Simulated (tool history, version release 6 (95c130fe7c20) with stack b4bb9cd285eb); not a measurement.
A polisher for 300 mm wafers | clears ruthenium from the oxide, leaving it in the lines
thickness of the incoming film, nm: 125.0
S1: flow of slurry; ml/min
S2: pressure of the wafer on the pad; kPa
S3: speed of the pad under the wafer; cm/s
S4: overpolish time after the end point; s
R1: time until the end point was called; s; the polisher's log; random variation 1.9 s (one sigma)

run,day,S1,S2,S3,S4,R1
1,0.000,285,17.2,90,9,98.470
2,0.067,285,15.9,90,9,106.460
3,0.217,250,15.9,90,9,110.170
4,0.508,250,20.0,90,9,90.088
5,0.729,250,20.0,80,9,102.790
6,0.917,250,20.0,70,9,118.020
7,1.008,245,19.3,70,9,116.260

The next listed run, before its measurement:
8,1.354,245,17.9,70,9,?

R1: 123.130 s

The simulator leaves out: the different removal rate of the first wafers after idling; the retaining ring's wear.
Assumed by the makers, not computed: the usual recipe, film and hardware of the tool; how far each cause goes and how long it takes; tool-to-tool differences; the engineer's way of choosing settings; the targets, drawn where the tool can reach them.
